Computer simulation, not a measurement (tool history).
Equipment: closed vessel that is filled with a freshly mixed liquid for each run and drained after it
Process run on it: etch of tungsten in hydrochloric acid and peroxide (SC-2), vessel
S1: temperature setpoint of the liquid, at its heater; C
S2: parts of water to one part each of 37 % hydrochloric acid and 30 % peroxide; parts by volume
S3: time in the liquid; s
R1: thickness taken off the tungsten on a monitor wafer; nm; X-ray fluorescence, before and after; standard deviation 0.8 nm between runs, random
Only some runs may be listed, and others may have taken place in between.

run 1 hour=0 | S1=63 S2=5 S3=110 | R1=51.529
run 2 hour=4.5 | S1=65 S2=5 S3=110 | R1=59.549
run 3 hour=7.5 | S1=66.5 S2=5 S3=110 | R1=64.319
run 4 hour=8.7 | S1=67.5 S2=5 S3=110 | R1=69.11
run 5 hour=13.6 | S1=68.5 S2=5 S3=110 | R1=73.026
run 6 hour=19.1 | S1=69 S2=5 S3=110 | R1=74.447
run 7 hour=24.8 | S1=69.5 S2=5 S3=110 | R1=77.595

For run 8, what comes out?
run 8 hour=33.4 | S1=69.5 S2=5 S3=110 | R1=?

Run 8 measured R1 78.285 nm.
